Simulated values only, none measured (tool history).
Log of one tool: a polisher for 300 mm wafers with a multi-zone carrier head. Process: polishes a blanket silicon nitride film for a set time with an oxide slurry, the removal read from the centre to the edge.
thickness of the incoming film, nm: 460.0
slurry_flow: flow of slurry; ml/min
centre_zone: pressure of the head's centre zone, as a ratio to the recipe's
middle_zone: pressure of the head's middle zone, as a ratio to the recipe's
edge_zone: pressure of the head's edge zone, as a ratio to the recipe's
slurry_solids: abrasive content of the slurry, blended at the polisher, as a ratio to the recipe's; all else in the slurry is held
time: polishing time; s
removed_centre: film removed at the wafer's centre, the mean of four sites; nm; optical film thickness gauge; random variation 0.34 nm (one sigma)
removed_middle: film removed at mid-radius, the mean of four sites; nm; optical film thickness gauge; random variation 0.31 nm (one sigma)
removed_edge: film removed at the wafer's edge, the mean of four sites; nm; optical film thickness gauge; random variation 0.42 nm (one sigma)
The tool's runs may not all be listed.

run,hour,slurry_flow,centre_zone,middle_zone,edge_zone,slurry_solids,time,removed_centre,removed_middle,removed_edge
1,0,310,1,1,1,1,49,30.798,31.345,30.972
2,1.6,310,1.06,1,1,1,49,33.125,31.179,30.292
3,4.3,310,1.06,1,1,1.15,49,34.461,32.639,32.394
4,10.9,310,1.06,1,1,1.3,49,36.377,34.432,33.808
5,15.4,320,1.08,1.01,1.03,1.35,49,37.45,34.446,34.178
6,16.8,320,1.09,1.01,1.03,1.4,50,39.009,36.424,35.443
7,24.9,320,1.1,1,1.04,1.4,51,39.67,36.707,36.9
8,29.3,325,1.12,1,1.04,1.4,51,41.463,36.365,36.452
9,33.5,325,1.12,1,1.04,1.4,51,41.11,36.754,36.611
10,39,330,1.13,1,1.05,1.4,51,41.469,36.978,37.198
11,41,340,1.14,1,1.06,1.4,51,41.427,36.799,36.673
12,47.9,340,1.15,1,1.06,1.4,51,42.922,37.169,37.118
13,50.7,350,1.15,1,1.07,1.4,51,42.644,37.041,36.494
14,56.3,340,1.15,1,1.07,1.4,51,42.368,36.826,37.594
15,63.7,345,1.16,1.01,1.08,1.4,51,42.632,36.967,37.571

Forecast run 16:
16,70.8,350,1.17,1.01,1.09,1.4,51,?,?,?

{"run 16": {"removed_centre": 42.856, "removed_middle": 37.342, "removed_edge": 37.105}}
